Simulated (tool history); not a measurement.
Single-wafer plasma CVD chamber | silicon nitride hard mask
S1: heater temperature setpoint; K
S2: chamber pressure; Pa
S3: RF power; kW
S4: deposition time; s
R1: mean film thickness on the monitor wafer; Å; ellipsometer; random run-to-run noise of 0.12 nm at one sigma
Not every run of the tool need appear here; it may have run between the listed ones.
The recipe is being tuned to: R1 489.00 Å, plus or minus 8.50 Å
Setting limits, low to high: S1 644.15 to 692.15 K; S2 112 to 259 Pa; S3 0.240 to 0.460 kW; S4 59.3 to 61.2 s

run 1 hour=0.0 | S1=668.15 S2=185 S3=0.350 S4=59.3 | R1=609.49
run 2 hour=1.2 | S1=668.15 S2=175 S3=0.340 S4=59.3 | R1=583.52
run 3 hour=8.9 | S1=668.15 S2=165 S3=0.335 S4=59.3 | R1=563.13
run 4 hour=10.5 | S1=657.15 S2=165 S3=0.335 S4=59.3 | R1=566.90
run 5 hour=13.5 | S1=657.15 S2=157 S3=0.330 S4=59.3 | R1=551.24
run 6 hour=22.2 | S1=657.15 S2=151 S3=0.325 S4=59.3 | R1=535.32
run 7 hour=24.6 | S1=657.15 S2=145 S3=0.325 S4=59.3 | R1=523.18
run 8 hour=31.3 | S1=657.15 S2=141 S3=0.325 S4=59.3 | R1=514.84
run 9 hour=36.0 | S1=657.15 S2=115 S3=0.320 S4=59.3 | R1=448.56
run 10 hour=42.0 | S1=656.15 S2=117 S3=0.320 S4=59.3 | R1=455.66
run 11 hour=45.1 | S1=656.15 S2=155 S3=0.325 S4=59.3 | R1=542.59
run 12 hour=49.4 | S1=658.15 S2=152 S3=0.325 S4=59.3 | R1=535.86
run 13 hour=55.6 | S1=660.15 S2=115 S3=0.310 S4=59.3 | R1=439.34
run 14 hour=60.1 | S1=659.15 S2=117 S3=0.310 S4=59.3 | R1=447.58
run 15 hour=65.4 | S1=658.15 S2=120 S3=0.310 S4=59.3 | R1=453.89

Which of these 4 next moves meets every target?
run A hour=70.7 | S1=675.15 S2=119 S3=0.370 S4=60.9 | R1=?
run B hour=70.7 | S1=670.15 S2=148 S3=0.285 S4=60.0 | R1=?
run C hour=70.7 | S1=656.15 S2=119 S3=0.305 S4=59.3 | R1=?
run D hour=70.7 | S1=646.15 S2=144 S3=0.300 S4=61.2 | R1=?

move=A R1=512.37
move=B R1=488.76
move=C R1=445.61
move=D R1=513.01
A: takes the result that was furthest off past its target
B: all results land within tolerance of their targets
C: further off than the last run
D: takes the result that was furthest off past its target
B is the move that brings every result within its allowed miss.
